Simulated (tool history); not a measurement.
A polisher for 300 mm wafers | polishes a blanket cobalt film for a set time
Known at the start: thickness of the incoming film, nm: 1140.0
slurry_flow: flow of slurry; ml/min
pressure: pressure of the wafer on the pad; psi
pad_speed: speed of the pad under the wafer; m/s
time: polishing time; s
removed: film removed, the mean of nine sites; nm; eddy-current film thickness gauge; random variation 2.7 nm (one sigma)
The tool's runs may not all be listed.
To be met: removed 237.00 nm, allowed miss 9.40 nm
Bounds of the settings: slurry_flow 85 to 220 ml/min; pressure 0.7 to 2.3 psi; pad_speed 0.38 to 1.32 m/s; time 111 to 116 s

run	day	slurry_flow	pressure	pad_speed	time	removed
1	0.000	140	1.5	0.84	111	386.66
2	0.167	135	1.3	0.84	111	338.04
3	0.354	135	1.3	0.84	111	335.32
4	0.612	135	1.3	0.68	111	275.97
5	0.708	135	1.3	0.76	111	305.72
6	1.017	130	1.2	0.76	111	276.45
7	1.229	125	1.2	0.76	111	279.76
8	1.333	125	0.9	0.76	111	213.18

Which of these 5 next moves meets every target?
A	1.438	115	0.9	0.82	116	?
B	1.438	95	1.2	0.74	116	?
C	1.438	130	0.9	0.92	115	?
D	1.438	120	0.9	0.92	114	?
E	1.438	160	1.0	0.58	115	?

move	removed
A	236.70
B	267.47
C	270.07
D	262.85
E	199.24
A: meets every target
B: takes the result that was furthest off past its target
C: takes the result that was furthest off past its target
D: takes the result that was furthest off past its target
E: further off than the last run
The right move is A.

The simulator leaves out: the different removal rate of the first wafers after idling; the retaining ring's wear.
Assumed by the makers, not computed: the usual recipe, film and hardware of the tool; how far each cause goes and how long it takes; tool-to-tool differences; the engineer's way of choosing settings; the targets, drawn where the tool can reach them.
